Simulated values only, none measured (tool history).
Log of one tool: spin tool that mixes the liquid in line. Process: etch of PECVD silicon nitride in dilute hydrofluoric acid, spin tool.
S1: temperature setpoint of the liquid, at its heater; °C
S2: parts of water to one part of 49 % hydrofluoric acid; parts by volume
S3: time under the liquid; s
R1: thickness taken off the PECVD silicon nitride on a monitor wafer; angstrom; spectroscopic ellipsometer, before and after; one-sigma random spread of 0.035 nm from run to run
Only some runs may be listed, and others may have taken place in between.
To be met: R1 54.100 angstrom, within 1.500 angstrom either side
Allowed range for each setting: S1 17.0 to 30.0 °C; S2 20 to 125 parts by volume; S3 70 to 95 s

run,day,S1,S2,S3,R1
1,0.000,22.0,70,95,48.052
2,0.092,22.0,70,95,48.043
3,0.121,23.0,70,95,50.982
4,0.450,23.0,70,70,37.237
5,0.625,23.0,70,70,37.747
6,0.792,24.0,70,70,40.327
7,0.875,24.5,70,70,41.812
8,1.171,25.0,70,70,43.233
9,1.325,25.5,70,70,44.489
10,1.646,26.0,70,70,45.840
11,1.875,26.5,70,70,47.756
12,1.967,27.0,70,70,48.945
13,2.012,28.0,70,70,52.271

Exactly one of the 5 candidate moves below puts every result within its allowed miss. Which one?
A,2.058,28.0,80,75,?
B,2.058,27.0,65,75,?
C,2.058,28.5,85,80,?
D,2.058,28.5,75,70,?
E,2.058,28.5,70,70,?

move,R1
A,49.287
B,56.754
C,51.105
D,50.658
E,54.257
A: moves away from the targets compared with the last run
B: moves the result that the last run missed by most past its target, out the other side
C: moves away from the targets compared with the last run
D: moves away from the targets compared with the last run
E: hits every target within its allowed miss
Answer: E

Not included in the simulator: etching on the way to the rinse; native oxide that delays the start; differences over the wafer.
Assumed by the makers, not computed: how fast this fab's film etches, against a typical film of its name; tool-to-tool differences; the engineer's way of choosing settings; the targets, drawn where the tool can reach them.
